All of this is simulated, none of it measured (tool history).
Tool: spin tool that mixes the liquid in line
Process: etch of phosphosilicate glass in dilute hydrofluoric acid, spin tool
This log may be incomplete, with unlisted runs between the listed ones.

run  hour  temperature setpoint of the liquid (C)  parts of water to one part of 49 % hydrofluoric acid (parts by volume)  time under the liquid (s)  thickness taken off the phosphosilicate glass on a monitor wafer (nm)
  1     0                                      25                                                                     250                         60                                                                 20.297
  2     5                                      25                                                                     250                         60                                                                  20.23
  3  10.8                                    28.5                                                                     250                         60                                                                 22.873
  4  17.5                                    28.5                                                                     250                         65                                                                 24.966
  5  23.3                                    30.5                                                                     250                         65                                                                 26.446
  6  26.4                                    30.5                                                                     250                         60                                                                 24.256
  7    28                                      29                                                                     255                         60                                                                 23.176
  8  34.4                                    27.5                                                                     260                         60                                                                 21.225
  9  38.7                                    26.5                                                                     265                         60                                                                 19.664
 10  44.5                                    25.5                                                                     265                         60                                                                 19.225

For run 11, what comes out?
 11  49.5                                    24.5                                                                     270                         60                                                                      ?

Run 11 yielded thickness taken off the phosphosilicate glass on a monitor wafer (nm) 18.024.
